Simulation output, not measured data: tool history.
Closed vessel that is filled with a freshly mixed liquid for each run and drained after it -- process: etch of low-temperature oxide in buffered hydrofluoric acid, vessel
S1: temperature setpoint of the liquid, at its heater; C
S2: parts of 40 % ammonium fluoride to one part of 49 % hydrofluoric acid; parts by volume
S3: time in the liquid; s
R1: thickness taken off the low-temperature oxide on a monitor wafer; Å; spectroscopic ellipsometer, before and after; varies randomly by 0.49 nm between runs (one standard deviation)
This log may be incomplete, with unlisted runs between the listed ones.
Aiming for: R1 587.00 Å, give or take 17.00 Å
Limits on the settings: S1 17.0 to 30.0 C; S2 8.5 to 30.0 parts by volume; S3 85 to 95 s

run 1 hour=0.0 | S1=22.0 S2=23.5 S3=85 | R1=756.95
run 2 hour=7.1 | S1=22.0 S2=23.5 S3=95 | R1=867.91
run 3 hour=11.7 | S1=20.5 S2=24.5 S3=95 | R1=752.58
run 4 hour=13.2 | S1=20.5 S2=24.5 S3=95 | R1=749.73
run 5 hour=14.2 | S1=23.0 S2=24.5 S3=95 | R1=868.40
run 6 hour=19.4 | S1=23.0 S2=24.5 S3=95 | R1=878.95
run 7 hour=21.6 | S1=21.5 S2=25.0 S3=95 | R1=790.15
run 8 hour=25.1 | S1=20.5 S2=25.5 S3=95 | R1=734.58
run 9 hour=28.4 | S1=19.5 S2=25.5 S3=95 | R1=692.14
run 10 hour=31.3 | S1=19.0 S2=25.5 S3=95 | R1=669.13
run 11 hour=35.2 | S1=18.5 S2=25.5 S3=95 | R1=663.80
run 12 hour=42.7 | S1=18.0 S2=26.0 S3=95 | R1=637.05
run 13 hour=45.4 | S1=17.5 S2=26.5 S3=95 | R1=607.24

Exercise: of the 5 proposed moves below, exactly one satisfies all targets within the stated allowed misses. Which move is it?
run A hour=48.1 | S1=18.0 S2=29.0 S3=90 | R1=?
run B hour=48.1 | S1=17.5 S2=25.0 S3=95 | R1=?
run C hour=48.1 | S1=22.0 S2=30.0 S3=85 | R1=?
run D hour=48.1 | S1=20.5 S2=30.0 S3=85 | R1=?
run E hour=48.1 | S1=17.0 S2=23.0 S3=90 | R1=?

move=A R1=552.58
move=B R1=628.34
move=C R1=637.40
move=D R1=586.54
move=E R1=612.99
A: takes the result that was furthest off past its target
B: lands further from the targets than the last run did
C: lands further from the targets than the last run did
D: in spec on every target
E: lands further from the targets than the last run did
Correct choice: D, which meets every target
